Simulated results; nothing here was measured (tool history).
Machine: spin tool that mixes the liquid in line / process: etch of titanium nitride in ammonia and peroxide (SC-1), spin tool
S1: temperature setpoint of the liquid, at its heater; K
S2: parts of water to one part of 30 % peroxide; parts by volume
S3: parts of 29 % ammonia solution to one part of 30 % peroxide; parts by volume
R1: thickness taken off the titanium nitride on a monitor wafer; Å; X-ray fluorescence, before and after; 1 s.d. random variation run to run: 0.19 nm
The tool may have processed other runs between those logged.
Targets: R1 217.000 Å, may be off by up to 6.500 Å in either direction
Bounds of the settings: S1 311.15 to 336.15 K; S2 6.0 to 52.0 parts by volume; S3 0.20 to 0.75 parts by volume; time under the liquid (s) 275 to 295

{"run": 1, "hour": 0.0, "S1": 320.15, "S2": 29.0, "S3": 0.45, "time under the liquid (s)": 275, "R1": 83.911}
{"run": 2, "hour": 8.1, "S1": 320.15, "S2": 21.0, "S3": 0.45, "time under the liquid (s)": 275, "R1": 101.55}
{"run": 3, "hour": 15.5, "S1": 323.15, "S2": 21.0, "S3": 0.45, "time under the liquid (s)": 275, "R1": 122.74}
{"run": 4, "hour": 21.8, "S1": 323.15, "S2": 21.0, "S3": 0.45, "time under the liquid (s)": 295, "R1": 131.44}
{"run": 5, "hour": 23.7, "S1": 323.15, "S2": 21.0, "S3": 0.3, "time under the liquid (s)": 295, "R1": 121.71}
{"run": 6, "hour": 30.5, "S1": 323.15, "S2": 21.0, "S3": 0.25, "time under the liquid (s)": 295, "R1": 118.15}
{"run": 7, "hour": 37.1, "S1": 326.15, "S2": 21.0, "S3": 0.25, "time under the liquid (s)": 295, "R1": 148.08}
{"run": 8, "hour": 42.2, "S1": 327.65, "S2": 21.0, "S3": 0.25, "time under the liquid (s)": 295, "R1": 160.71}
{"run": 9, "hour": 44.2, "S1": 333.15, "S2": 21.0, "S3": 0.25, "time under the liquid (s)": 295, "R1": 233.4}
{"run": 10, "hour": 51.1, "S1": 332.65, "S2": 21.0, "S3": 0.25, "time under the liquid (s)": 295, "R1": 229.19}
{"run": 11, "hour": 59.1, "S1": 332.65, "S2": 21.0, "S3": 0.25, "time under the liquid (s)": 295, "R1": 225.62}

Next run, 5 choices. One meets every target within its allowed miss, the rest don't. Which?
{"run": "A", "hour": 67.1, "S1": 331.65, "S2": 23.5, "S3": 0.4, "time under the liquid (s)": 295, "R1": "?"}
{"run": "B", "hour": 67.1, "S1": 333.15, "S2": 19.5, "S3": 0.2, "time under the liquid (s)": 295, "R1": "?"}
{"run": "C", "hour": 67.1, "S1": 335.15, "S2": 21.5, "S3": 0.2, "time under the liquid (s)": 275, "R1": "?"}
{"run": "D", "hour": 67.1, "S1": 334.65, "S2": 21.0, "S3": 0.25, "time under the liquid (s)": 280, "R1": "?"}
{"run": "E", "hour": 67.1, "S1": 334.65, "S2": 19.5, "S3": 0.2, "time under the liquid (s)": 275, "R1": "?"}

move=A R1=217.010
move=B R1=232.740
move=C R1=233.540
move=D R1=243.690
move=E R1=239.030
A: hits every target within its allowed miss
B: its largest miss is bigger than the last run's
C: its largest miss is bigger than the last run's
D: its largest miss is bigger than the last run's
E: its largest miss is bigger than the last run's
A is the move that brings every result within its allowed miss.
